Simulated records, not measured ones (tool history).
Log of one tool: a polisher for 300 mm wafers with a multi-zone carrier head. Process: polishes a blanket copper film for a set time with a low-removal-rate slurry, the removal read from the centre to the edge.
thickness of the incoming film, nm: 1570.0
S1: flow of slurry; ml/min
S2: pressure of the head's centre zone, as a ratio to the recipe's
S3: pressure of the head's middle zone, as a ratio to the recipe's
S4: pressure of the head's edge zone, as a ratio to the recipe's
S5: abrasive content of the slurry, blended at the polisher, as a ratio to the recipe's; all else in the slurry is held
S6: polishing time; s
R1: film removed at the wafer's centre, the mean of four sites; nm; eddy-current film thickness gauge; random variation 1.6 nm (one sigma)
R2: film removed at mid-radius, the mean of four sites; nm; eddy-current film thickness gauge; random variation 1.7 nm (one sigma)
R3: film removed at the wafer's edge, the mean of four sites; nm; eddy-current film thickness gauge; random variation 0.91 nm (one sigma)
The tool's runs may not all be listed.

run	hour	S1	S2	S3	S4	S5	S6	R1	R2	R3
1	0	175	1	1	1	1	40	168.48	172.14	179.39
2	2.6	175	0.95	1	1	1	40	162.29	172.32	178.3
3	7.5	170	0.96	0.97	0.96	0.85	38	148.12	149.75	159.33
4	10	165	0.97	0.96	0.93	0.75	37	138.84	134.7	146.74
5	17	165	0.97	1.03	0.93	0.75	37	141.86	147.33	147.03
6	17.6	165	0.97	0.98	0.93	0.75	37	136.9	140.7	146.65
7	18.6	160	0.99	0.96	0.9	0.7	37	135.95	132.6	139.2

The next listed run, before its measurement:
8	23.4	150	1	0.94	0.88	0.7	37	?	?	?

Run 8 gave R1 137.1 nm, R2 131.04 nm, R3 135.86 nm.
